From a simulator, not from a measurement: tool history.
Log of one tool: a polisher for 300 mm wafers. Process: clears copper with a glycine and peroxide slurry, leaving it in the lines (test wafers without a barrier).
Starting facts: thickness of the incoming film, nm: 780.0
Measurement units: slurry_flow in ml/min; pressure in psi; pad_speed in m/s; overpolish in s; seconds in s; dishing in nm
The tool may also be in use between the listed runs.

run	hour	slurry_flow	pressure	pad_speed	overpolish	seconds	dishing
1	0.0	220	3.3	1.14	15	116.50	59.347
2	0.7	225	3.3	1.14	13	114.54	51.948
3	4.8	225	3.3	1.24	13	107.93	55.330
4	9.3	245	3.3	1.24	13	106.50	55.609
5	15.3	245	3.3	1.24	18	105.93	71.111
6	21.9	215	3.3	1.24	18	109.64	69.858

Forecast run 7:
7	30.4	230	3.2	1.26	16	?	?

{"run 7": {"seconds": 108.38, "dishing": 65.252}}
